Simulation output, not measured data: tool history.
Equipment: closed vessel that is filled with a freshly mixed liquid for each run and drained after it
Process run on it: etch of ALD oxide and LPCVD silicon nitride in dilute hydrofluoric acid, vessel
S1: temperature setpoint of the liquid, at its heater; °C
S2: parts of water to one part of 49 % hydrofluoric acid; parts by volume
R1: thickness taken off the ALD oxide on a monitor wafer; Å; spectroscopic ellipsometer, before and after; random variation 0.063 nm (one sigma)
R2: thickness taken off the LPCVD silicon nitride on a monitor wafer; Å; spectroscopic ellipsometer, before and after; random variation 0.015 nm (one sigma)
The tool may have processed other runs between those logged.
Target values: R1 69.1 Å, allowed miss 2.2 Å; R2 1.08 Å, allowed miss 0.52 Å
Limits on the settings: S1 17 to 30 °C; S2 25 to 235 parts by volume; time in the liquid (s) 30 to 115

Run 1, hour 0: S1 22 °C, S2 130 parts by volume, time in the liquid (s) 60. Result: R1 126.23 Å, R2 2.2188 Å.
Run 2, hour 0.7: S1 21.5 °C, S2 135 parts by volume, time in the liquid (s) 60. Result: R1 118.42 Å, R2 1.7924 Å.
Run 3, hour 1.3: S1 21 °C, S2 140 parts by volume, time in the liquid (s) 60. Result: R1 111.61 Å, R2 1.6732 Å.
Run 4, hour 2.6: S1 18.5 °C, S2 140 parts by volume, time in the liquid (s) 60. Result: R1 100.39 Å, R2 1.6245 Å.
Run 5, hour 3.7: S1 18.5 °C, S2 125 parts by volume, time in the liquid (s) 60. Result: R1 114.26 Å, R2 1.8087 Å.
Run 6, hour 5: S1 18.5 °C, S2 95 parts by volume, time in the liquid (s) 60. Result: R1 152.7 Å, R2 1.7697 Å.
Run 7, hour 10.8: S1 18.5 °C, S2 105 parts by volume, time in the liquid (s) 60. Result: R1 138.4 Å, R2 1.7601 Å.
Run 8, hour 19.2: S1 17 °C, S2 155 parts by volume, time in the liquid (s) 60. Result: R1 84.686 Å, R2 1.2327 Å.

5 candidate next runs follow, results not yet known. Just one meets every target within its allowed miss. Identify it.
Run A, hour 27.6: S1 17 °C, S2 170 parts by volume, time in the liquid (s) 50. Result: R1 ?, R2 ?.
Run B, hour 27.6: S1 24.5 °C, S2 190 parts by volume, time in the liquid (s) 80. Result: R1 ?, R2 ?.
Run C, hour 27.6: S1 18.5 °C, S2 195 parts by volume, time in the liquid (s) 60. Result: R1 ?, R2 ?.
Run D, hour 27.6: S1 17 °C, S2 140 parts by volume, time in the liquid (s) 60. Result: R1 ?, R2 ?.
Run E, hour 27.6: S1 17 °C, S2 95 parts by volume, time in the liquid (s) 40. Result: R1 ?, R2 ?.

move      R1      R2
   A  62.312  0.9031
   B  116.89   2.121
   C   67.59  1.0506
   D  93.461  1.3065
   E  96.107  1.2672
A: moves the result that the last run missed by most past its target, out the other side
B: further off than the last run
C: in spec on every target
D: further off than the last run
E: further off than the last run
So the answer is move C, the one that meets all the targets.

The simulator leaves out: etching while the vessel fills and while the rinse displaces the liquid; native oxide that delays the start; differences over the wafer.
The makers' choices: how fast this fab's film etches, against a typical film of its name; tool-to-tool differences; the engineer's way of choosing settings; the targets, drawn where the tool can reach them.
